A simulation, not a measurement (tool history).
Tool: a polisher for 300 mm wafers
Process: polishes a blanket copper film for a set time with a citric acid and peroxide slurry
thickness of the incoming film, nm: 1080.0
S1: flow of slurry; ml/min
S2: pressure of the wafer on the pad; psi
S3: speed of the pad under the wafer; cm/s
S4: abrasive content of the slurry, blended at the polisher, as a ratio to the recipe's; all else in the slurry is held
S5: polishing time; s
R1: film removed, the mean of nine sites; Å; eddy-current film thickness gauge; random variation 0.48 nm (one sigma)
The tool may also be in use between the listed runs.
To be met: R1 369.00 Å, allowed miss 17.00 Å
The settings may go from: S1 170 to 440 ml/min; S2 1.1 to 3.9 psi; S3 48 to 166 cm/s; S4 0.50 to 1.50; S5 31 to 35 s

| run | day | S1 | S2 | S3 | S4 | S5 | R1 |
|---|---|---|---|---|---|---|---|
| 1 | 0.000 | 280 | 2.5 | 106 | 1.00 | 35 | 594.97 |
| 2 | 0.342 | 280 | 2.3 | 106 | 1.00 | 35 | 528.60 |
| 3 | 0.412 | 280 | 2.3 | 96 | 1.00 | 35 | 487.70 |
| 4 | 0.442 | 280 | 2.3 | 96 | 1.00 | 35 | 506.07 |
| 5 | 0.708 | 280 | 2.9 | 96 | 1.00 | 35 | 612.92 |
| 6 | 1.000 | 280 | 2.7 | 96 | 1.00 | 35 | 591.78 |
| 7 | 1.038 | 280 | 2.5 | 96 | 1.00 | 35 | 534.16 |
| 8 | 1.196 | 280 | 2.3 | 96 | 1.00 | 35 | 502.84 |
| 9 | 1.329 | 280 | 2.2 | 96 | 1.00 | 35 | 469.55 |
| 10 | 1.688 | 280 | 2.1 | 96 | 1.00 | 35 | 456.33 |
| 11 | 1.762 | 280 | 2.0 | 96 | 1.00 | 35 | 433.64 |
| 12 | 2.008 | 280 | 2.0 | 96 | 1.00 | 35 | 435.32 |
| 13 | 2.375 | 280 | 1.9 | 96 | 1.00 | 35 | 414.62 |

Which of these 5 next moves meets every target?
| A | 2.742 | 220 | 1.6 | 124 | 0.85 | 31 | ? |
| B | 2.742 | 250 | 1.7 | 106 | 1.20 | 34 | ? |
| C | 2.742 | 275 | 2.0 | 100 | 1.00 | 32 | ? |
| D | 2.742 | 275 | 2.0 | 84 | 1.00 | 31 | ? |
| E | 2.742 | 300 | 1.9 | 98 | 0.90 | 35 | ? |

| move | R1 |
|---|---|
| A | 378.63 |
| B | 412.97 |
| C | 418.82 |
| D | 345.06 |
| E | 422.69 |
A: meets every target
B: as far off as the last run
C: further off than the last run
D: takes the result that was furthest off past its target
E: further off than the last run
Answer: A
